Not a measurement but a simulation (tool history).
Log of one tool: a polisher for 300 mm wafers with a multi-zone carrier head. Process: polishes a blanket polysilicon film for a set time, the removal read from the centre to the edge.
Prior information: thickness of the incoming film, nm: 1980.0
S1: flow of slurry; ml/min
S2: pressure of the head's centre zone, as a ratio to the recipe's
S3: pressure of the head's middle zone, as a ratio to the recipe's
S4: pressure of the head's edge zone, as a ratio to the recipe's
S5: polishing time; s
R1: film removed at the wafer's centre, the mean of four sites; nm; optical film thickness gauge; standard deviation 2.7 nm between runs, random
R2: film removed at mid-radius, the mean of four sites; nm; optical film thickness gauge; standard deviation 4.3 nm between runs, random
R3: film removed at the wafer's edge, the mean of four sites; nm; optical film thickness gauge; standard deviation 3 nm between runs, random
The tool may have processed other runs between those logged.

run,day,S1,S2,S3,S4,S5,R1,R2,R3
1,0,300,1,1,1,44,202.66,195.37,198.72
2,0.25,300,1,1,0.92,44,198.01,197.3,195.71
3,0.304,300,1,1,0.92,49,222.79,217.48,219.05
4,0.471,300,1,1.08,0.92,49,220.8,236.28,218.65
5,0.558,300,1,1.08,0.92,45,204.96,215.09,205.84
6,0.775,305,0.99,1.1,0.91,47,214.82,231.86,209.49
7,1.038,295,0.97,1.11,0.92,49,212.51,240.14,216.35
8,1.312,295,0.96,1.12,0.93,51,227.43,245.16,225.8
9,1.35,290,0.93,1.14,0.9,53,226.56,261.88,231.78

What does the tool deliver on the next run?
10,1.446,295,0.91,1.15,0.9,54,?,?,?

{"run 10": {"R1": 231.99, "R2": 271.18, "R3": 239.2}}

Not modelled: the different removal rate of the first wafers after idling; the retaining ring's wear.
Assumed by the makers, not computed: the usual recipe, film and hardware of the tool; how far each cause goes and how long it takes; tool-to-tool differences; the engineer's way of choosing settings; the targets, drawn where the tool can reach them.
